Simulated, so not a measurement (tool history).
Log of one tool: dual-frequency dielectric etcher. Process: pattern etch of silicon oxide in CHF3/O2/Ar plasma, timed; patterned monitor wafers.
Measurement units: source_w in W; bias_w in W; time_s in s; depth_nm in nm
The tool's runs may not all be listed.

Run 1, hour 0: source_w 640 W, bias_w 217 W, time_s 623.5 s. Result: depth_nm 1553.3 nm.
Run 2, hour 8.1: source_w 640 W, bias_w 217 W, time_s 623.5 s. Result: depth_nm 1536 nm.
Run 3, hour 10.4: source_w 640 W, bias_w 193 W, time_s 623.5 s. Result: depth_nm 1488.2 nm.
Run 4, hour 13.1: source_w 530 W, bias_w 193 W, time_s 623.5 s. Result: depth_nm 1394.4 nm.
Run 5, hour 21.7: source_w 600 W, bias_w 195 W, time_s 623.5 s. Result: depth_nm 1448.1 nm.
Run 6, hour 26.4: source_w 660 W, bias_w 197 W, time_s 623.5 s. Result: depth_nm 1517.9 nm.
Run 7, hour 33.5: source_w 690 W, bias_w 198 W, time_s 623.5 s. Result: depth_nm 1540 nm.
Run 8, hour 35.8: source_w 720 W, bias_w 199 W, time_s 623.5 s. Result: depth_nm 1573.1 nm.

Forecast run 9:
Run 9, hour 38.5: source_w 740 W, bias_w 200 W, time_s 623.5 s. Result: depth_nm ?.

depth_nm: 1583.2 nm
